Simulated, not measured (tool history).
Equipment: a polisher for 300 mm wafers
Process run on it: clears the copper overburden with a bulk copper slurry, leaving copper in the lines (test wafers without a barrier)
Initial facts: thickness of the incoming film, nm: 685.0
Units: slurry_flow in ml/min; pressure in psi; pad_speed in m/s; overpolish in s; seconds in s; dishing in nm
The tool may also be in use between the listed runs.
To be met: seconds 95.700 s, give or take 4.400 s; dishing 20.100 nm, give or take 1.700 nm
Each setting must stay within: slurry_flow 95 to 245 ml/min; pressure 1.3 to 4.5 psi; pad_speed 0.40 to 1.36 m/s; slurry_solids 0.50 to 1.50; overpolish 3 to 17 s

{"run": 1, "hour": 0.0, "slurry_flow": 155, "pressure": 2.9, "pad_speed": 0.88, "slurry_solids": 1.0, "overpolish": 9, "seconds": 84.407, "dishing": 44.992}
{"run": 2, "hour": 2.8, "slurry_flow": 155, "pressure": 2.8, "pad_speed": 0.9, "slurry_solids": 1.0, "overpolish": 8, "seconds": 83.856, "dishing": 43.036}
{"run": 3, "hour": 5.9, "slurry_flow": 165, "pressure": 2.8, "pad_speed": 0.84, "slurry_solids": 1.05, "overpolish": 7, "seconds": 88.325, "dishing": 36.122}
{"run": 4, "hour": 8.0, "slurry_flow": 185, "pressure": 2.7, "pad_speed": 0.82, "slurry_solids": 1.15, "overpolish": 6, "seconds": 89.041, "dishing": 30.978}
{"run": 5, "hour": 14.8, "slurry_flow": 185, "pressure": 2.7, "pad_speed": 0.82, "slurry_solids": 1.15, "overpolish": 8, "seconds": 88.618, "dishing": 39.0}
{"run": 6, "hour": 16.7, "slurry_flow": 195, "pressure": 2.6, "pad_speed": 0.82, "slurry_solids": 1.2, "overpolish": 7, "seconds": 91.681, "dishing": 34.491}
{"run": 7, "hour": 17.5, "slurry_flow": 205, "pressure": 2.6, "pad_speed": 0.8, "slurry_solids": 1.25, "overpolish": 6, "seconds": 89.966, "dishing": 30.57}
{"run": 8, "hour": 23.2, "slurry_flow": 210, "pressure": 2.5, "pad_speed": 0.8, "slurry_solids": 1.3, "overpolish": 5, "seconds": 91.327, "dishing": 25.461}

Of the 4 settings listed for the next run, only one would bring every result within its allowed miss of target. Which one?
{"run": "A", "hour": 28.9, "slurry_flow": 195, "pressure": 2.1, "pad_speed": 0.78, "slurry_solids": 1.45, "overpolish": 6, "seconds": "?", "dishing": "?"}
{"run": "B", "hour": 28.9, "slurry_flow": 180, "pressure": 2.0, "pad_speed": 0.84, "slurry_solids": 1.35, "overpolish": 6, "seconds": "?", "dishing": "?"}
{"run": "C", "hour": 28.9, "slurry_flow": 205, "pressure": 2.6, "pad_speed": 0.76, "slurry_solids": 1.3, "overpolish": 4, "seconds": "?", "dishing": "?"}
{"run": "D", "hour": 28.9, "slurry_flow": 175, "pressure": 2.5, "pad_speed": 0.9, "slurry_solids": 1.25, "overpolish": 5, "seconds": "?", "dishing": "?"}

move=A seconds=111.660 dishing=25.222
move=B seconds=112.520 dishing=25.003
move=C seconds=95.534 dishing=20.215
move=D seconds=87.241 dishing=26.895
A: the biggest miss grows against the last run
B: the biggest miss grows against the last run
C: every result lands within tolerance
D: the biggest miss grows against the last run
Go with C: it meets all targets.

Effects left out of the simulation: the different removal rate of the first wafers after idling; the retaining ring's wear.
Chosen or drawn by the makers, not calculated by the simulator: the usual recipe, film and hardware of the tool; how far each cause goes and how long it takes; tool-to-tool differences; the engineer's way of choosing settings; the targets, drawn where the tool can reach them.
